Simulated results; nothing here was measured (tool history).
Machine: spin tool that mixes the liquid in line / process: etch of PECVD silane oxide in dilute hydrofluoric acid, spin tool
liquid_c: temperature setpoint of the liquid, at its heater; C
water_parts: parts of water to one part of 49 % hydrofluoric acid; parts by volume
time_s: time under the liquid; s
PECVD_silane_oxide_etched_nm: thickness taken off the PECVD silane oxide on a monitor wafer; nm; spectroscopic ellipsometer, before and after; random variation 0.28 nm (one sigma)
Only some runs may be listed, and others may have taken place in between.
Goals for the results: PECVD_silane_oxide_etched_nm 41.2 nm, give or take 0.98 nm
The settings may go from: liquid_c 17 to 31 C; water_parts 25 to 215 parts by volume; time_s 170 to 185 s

{"run": 1, "day": 0.0, "liquid_c": 23, "water_parts": 120, "time_s": 170, "PECVD_silane_oxide_etched_nm": 61.201}
{"run": 2, "day": 0.208, "liquid_c": 23, "water_parts": 140, "time_s": 170, "PECVD_silane_oxide_etched_nm": 51.556}
{"run": 3, "day": 0.371, "liquid_c": 24.5, "water_parts": 140, "time_s": 170, "PECVD_silane_oxide_etched_nm": 54.902}
{"run": 4, "day": 0.492, "liquid_c": 24.5, "water_parts": 140, "time_s": 170, "PECVD_silane_oxide_etched_nm": 54.631}
{"run": 5, "day": 0.775, "liquid_c": 22.5, "water_parts": 140, "time_s": 170, "PECVD_silane_oxide_etched_nm": 51.021}
{"run": 6, "day": 0.925, "liquid_c": 21, "water_parts": 140, "time_s": 170, "PECVD_silane_oxide_etched_nm": 47.492}
{"run": 7, "day": 1.292, "liquid_c": 20, "water_parts": 140, "time_s": 170, "PECVD_silane_oxide_etched_nm": 46.012}
{"run": 8, "day": 1.454, "liquid_c": 19, "water_parts": 140, "time_s": 170, "PECVD_silane_oxide_etched_nm": 43.984}
{"run": 9, "day": 1.575, "liquid_c": 18.5, "water_parts": 140, "time_s": 170, "PECVD_silane_oxide_etched_nm": 43.152}
{"run": 10, "day": 1.921, "liquid_c": 18.5, "water_parts": 140, "time_s": 170, "PECVD_silane_oxide_etched_nm": 42.9}

Exactly one of the 4 candidate moves below puts every result within its allowed miss. Which one?
{"run": "A", "day": 2.267, "liquid_c": 19, "water_parts": 150, "time_s": 185, "PECVD_silane_oxide_etched_nm": "?"}
{"run": "B", "day": 2.267, "liquid_c": 17, "water_parts": 135, "time_s": 180, "PECVD_silane_oxide_etched_nm": "?"}
{"run": "C", "day": 2.267, "liquid_c": 17.5, "water_parts": 140, "time_s": 180, "PECVD_silane_oxide_etched_nm": "?"}
{"run": "D", "day": 2.267, "liquid_c": 21.5, "water_parts": 160, "time_s": 170, "PECVD_silane_oxide_etched_nm": "?"}

move=A PECVD_silane_oxide_etched_nm=44.115
move=B PECVD_silane_oxide_etched_nm=44.624
move=C PECVD_silane_oxide_etched_nm=43.708
move=D PECVD_silane_oxide_etched_nm=41.523
A: further off than the last run
B: further off than the last run
C: further off than the last run
D: all results land within tolerance of their targets
The right move is D.

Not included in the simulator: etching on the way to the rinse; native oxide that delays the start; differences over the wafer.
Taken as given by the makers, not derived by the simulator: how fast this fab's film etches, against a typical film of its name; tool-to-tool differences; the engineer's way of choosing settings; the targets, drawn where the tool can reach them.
